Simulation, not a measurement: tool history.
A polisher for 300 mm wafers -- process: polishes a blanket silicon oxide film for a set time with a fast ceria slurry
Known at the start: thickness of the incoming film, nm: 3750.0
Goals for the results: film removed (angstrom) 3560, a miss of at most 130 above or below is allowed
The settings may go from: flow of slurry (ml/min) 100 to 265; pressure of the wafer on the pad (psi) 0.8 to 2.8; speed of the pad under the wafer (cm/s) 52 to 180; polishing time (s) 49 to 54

run  hour  flow of slurry (ml/min)  pressure of the wafer on the pad (psi)  speed of the pad under the wafer (cm/s)  polishing time (s)  film removed (angstrom)
  1     0                      170                                     1.8                                      116                  54                   7570.5
  2   2.7                      155                                     1.8                                      116                  54                   7526.8
  3   6.2                      155                                     1.8                                      142                  54                   9153.2
  4  10.2                      155                                     2.1                                      142                  54                    10398
  5  15.3                      155                                     1.7                                      124                  53                   7451.9
  6  16.9                      150                                     1.4                                      114                  53                   5563.4
  7  25.7                      145                                     1.2                                      112                  53                   4798.2
  8  26.3                      140                                     1.1                                      112                  53                   4351.4
  9  31.5                      135                                       1                                      112                  53                   3974.5
 10  39.7                      115                                     0.8                                      112                  53                   3079.3
 11  41.1                      125                                     0.8                                      112                  53                   3186.3
 12  45.8                      135                                     0.8                                      112                  53                   3190.5
 13  50.8                      140                                     0.8                                      112                  53                   3147.8

Exercise: of the 5 proposed moves below, exactly one satisfies all targets within the stated allowed misses. Which move is it?
  A  55.8                      100                                     0.9                                       96                  52                        ?
  B  55.8                      150                                     0.9                                      116                  51                        ?
  C  55.8                      155                                     0.8                                      102                  50                        ?
  D  55.8                      140                                     1.4                                       68                  49                        ?
  E  55.8                      110                                     0.8                                       94                  54                        ?

move  film removed (angstrom)
   A                   2894.7
   B                   3609.6
   C                   2809.4
   D                   3133.7
   E                   2675.2
A: the biggest miss grows against the last run
B: meets every target
C: the biggest miss grows against the last run
D: about the same distance from the targets as the last run
E: the biggest miss grows against the last run
The move that meets every target is B.

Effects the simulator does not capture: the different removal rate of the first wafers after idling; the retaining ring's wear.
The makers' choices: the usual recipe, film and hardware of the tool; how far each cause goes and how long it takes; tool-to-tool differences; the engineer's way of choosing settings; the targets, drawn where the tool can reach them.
